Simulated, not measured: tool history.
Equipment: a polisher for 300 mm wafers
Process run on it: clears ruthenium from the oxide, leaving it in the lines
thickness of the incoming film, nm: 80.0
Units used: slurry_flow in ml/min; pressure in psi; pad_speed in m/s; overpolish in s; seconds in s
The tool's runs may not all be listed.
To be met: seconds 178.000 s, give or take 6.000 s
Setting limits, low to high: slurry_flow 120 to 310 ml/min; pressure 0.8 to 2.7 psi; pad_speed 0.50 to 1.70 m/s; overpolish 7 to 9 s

Run 1, hour 0.0: slurry_flow 200 ml/min, pressure 1.7 psi, pad_speed 1.10 m/s, overpolish 9 s. Result: seconds 89.869 s.
Run 2, hour 6.4: slurry_flow 200 ml/min, pressure 1.7 psi, pad_speed 1.10 m/s, overpolish 7 s. Result: seconds 89.677 s.
Run 3, hour 13.3: slurry_flow 200 ml/min, pressure 1.6 psi, pad_speed 1.08 m/s, overpolish 7 s. Result: seconds 94.777 s.
Run 4, hour 14.0: slurry_flow 200 ml/min, pressure 1.5 psi, pad_speed 1.04 m/s, overpolish 7 s. Result: seconds 105.410 s.
Run 5, hour 15.4: slurry_flow 200 ml/min, pressure 1.1 psi, pad_speed 1.04 m/s, overpolish 7 s. Result: seconds 139.960 s.
Run 6, hour 21.3: slurry_flow 200 ml/min, pressure 1.1 psi, pad_speed 1.30 m/s, overpolish 7 s. Result: seconds 114.670 s.
Run 7, hour 24.3: slurry_flow 195 ml/min, pressure 1.1 psi, pad_speed 1.26 m/s, overpolish 7 s. Result: seconds 118.920 s.
Run 8, hour 27.8: slurry_flow 190 ml/min, pressure 1.1 psi, pad_speed 1.22 m/s, overpolish 7 s. Result: seconds 121.020 s.
Run 9, hour 34.3: slurry_flow 190 ml/min, pressure 1.1 psi, pad_speed 1.18 m/s, overpolish 7 s. Result: seconds 125.680 s.
Run 10, hour 35.8: slurry_flow 190 ml/min, pressure 1.1 psi, pad_speed 1.14 m/s, overpolish 7 s. Result: seconds 130.730 s.
Run 11, hour 40.4: slurry_flow 180 ml/min, pressure 0.8 psi, pad_speed 0.98 m/s, overpolish 7 s. Result: seconds 204.810 s.
Run 12, hour 43.7: slurry_flow 190 ml/min, pressure 0.8 psi, pad_speed 0.98 m/s, overpolish 7 s. Result: seconds 199.740 s.
Run 13, hour 48.4: slurry_flow 200 ml/min, pressure 0.8 psi, pad_speed 0.98 m/s, overpolish 7 s. Result: seconds 199.070 s.

Exactly one of the 5 candidate moves below puts every result within its allowed miss. Which one?
Run A, hour 53.1: slurry_flow 220 ml/min, pressure 0.9 psi, pad_speed 0.88 m/s, overpolish 7 s. Result: seconds ?.
Run B, hour 53.1: slurry_flow 235 ml/min, pressure 0.8 psi, pad_speed 0.80 m/s, overpolish 7 s. Result: seconds ?.
Run C, hour 53.1: slurry_flow 200 ml/min, pressure 1.0 psi, pad_speed 0.66 m/s, overpolish 7 s. Result: seconds ?.
Run D, hour 53.1: slurry_flow 220 ml/min, pressure 1.1 psi, pad_speed 0.82 m/s, overpolish 7 s. Result: seconds ?.
Run E, hour 53.1: slurry_flow 210 ml/min, pressure 0.8 psi, pad_speed 0.86 m/s, overpolish 9 s. Result: seconds ?.

move  seconds
   A  198.810
   B  240.490
   C  240.780
   D  176.950
   E  227.530
A: as far off as the last run
B: misses by more than the last run did
C: misses by more than the last run did
D: in spec on every target
E: misses by more than the last run did
So the answer is move D, the one that meets all the targets.

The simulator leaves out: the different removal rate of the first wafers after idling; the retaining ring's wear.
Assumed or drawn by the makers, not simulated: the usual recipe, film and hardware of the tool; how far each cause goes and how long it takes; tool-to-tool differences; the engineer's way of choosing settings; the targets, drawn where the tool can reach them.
